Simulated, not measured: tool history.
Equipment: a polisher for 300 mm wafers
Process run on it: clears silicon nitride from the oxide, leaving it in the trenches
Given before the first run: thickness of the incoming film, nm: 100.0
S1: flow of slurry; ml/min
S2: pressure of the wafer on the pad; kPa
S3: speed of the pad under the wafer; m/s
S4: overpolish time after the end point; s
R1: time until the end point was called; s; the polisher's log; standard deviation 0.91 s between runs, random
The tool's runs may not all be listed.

| run | hour | S1 | S2 | S3 | S4 | R1 |
|---|---|---|---|---|---|---|
| 1 | 0 | 265 | 22.8 | 1.22 | 14 | 79.549 |
| 2 | 4.7 | 265 | 26.2 | 1.22 | 14 | 68.25 |
| 3 | 5.9 | 265 | 30.3 | 1.22 | 14 | 63.256 |
| 4 | 8.5 | 200 | 30.3 | 1.22 | 14 | 66.16 |
| 5 | 13 | 200 | 30.3 | 1.22 | 14 | 64.251 |
| 6 | 18.7 | 200 | 30.3 | 1.22 | 11 | 67 |
| 7 | 19.4 | 205 | 31 | 1.24 | 11 | 61.684 |
| 8 | 24.1 | 205 | 31.7 | 1.24 | 11 | 63.254 |

The next listed run, before its measurement:
| 9 | 30.8 | 205 | 32.4 | 1.26 | 11 | ? |

R1: 60.531 s
